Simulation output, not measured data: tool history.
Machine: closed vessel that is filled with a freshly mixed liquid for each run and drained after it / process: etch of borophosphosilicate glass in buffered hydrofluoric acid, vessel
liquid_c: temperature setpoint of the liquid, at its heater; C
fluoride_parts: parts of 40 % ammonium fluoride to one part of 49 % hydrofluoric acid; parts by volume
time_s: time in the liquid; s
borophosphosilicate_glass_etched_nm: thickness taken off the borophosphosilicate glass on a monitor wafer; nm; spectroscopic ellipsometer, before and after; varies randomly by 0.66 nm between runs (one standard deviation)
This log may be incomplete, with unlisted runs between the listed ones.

run  hour  liquid_c  fluoride_parts  time_s  borophosphosilicate_glass_etched_nm
  1     0        24            13.5     105                               109.81
  2   8.4        23            13.5     105                               105.39
  3  14.2        22            13.5     105                               99.399
  4  20.5        22            13.5     115                               110.54
  5  24.9        21            13.5     115                               101.55
  6  27.9        24            13.5     115                               120.42
  7  32.7        24            13.5     115                               120.91

Run 8, settings as shown, results not yet in. Your forecast:
     37.5  -- hydrofluoric acid flow meter replaced
  8  37.5      22.5            13.5     115                                    ?

borophosphosilicate_glass_etched_nm: 105.3 nm
